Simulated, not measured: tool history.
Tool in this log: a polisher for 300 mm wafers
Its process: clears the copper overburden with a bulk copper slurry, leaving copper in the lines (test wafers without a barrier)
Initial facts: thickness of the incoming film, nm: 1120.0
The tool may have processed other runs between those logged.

| run | hour | flow of slurry (ml/min) | pressure of the wafer on the pad (kPa) | speed of the pad under the wafer (m/s) | abrasive content of the slurry | overpolish time after the end point (s) | time until the end point was called (s) | dishing of a wide line in a test structure (angstrom) |
|---|---|---|---|---|---|---|---|---|
| 1 | 0 | 250 | 15.2 | 1.34 | 1 | 26 | 114.98 | 908.63 |
| 2 | 7.4 | 250 | 15.2 | 1.34 | 1 | 34 | 117.75 | 942.19 |
| 3 | 13.7 | 250 | 18.6 | 1.34 | 1 | 34 | 101.62 | 966.44 |
| 4 | 18.8 | 250 | 20 | 1.36 | 1 | 35 | 93.889 | 1004.3 |
| 5 | 20 | 250 | 20 | 1.36 | 0.9 | 35 | 97.526 | 973.63 |
| 6 | 26.2 | 215 | 20 | 1.36 | 0.9 | 35 | 99.474 | 998.93 |
| 7 | 30.3 | 220 | 21.4 | 1.38 | 0.9 | 35 | 90.883 | 1028.8 |

Forecast run 8:
| 8 | 38.9 | 225 | 22.1 | 1.38 | 0.9 | 34 | ? | ? |

time until the end point was called (s): 92.824
dishing of a wide line in a test structure (angstrom): 1008.8
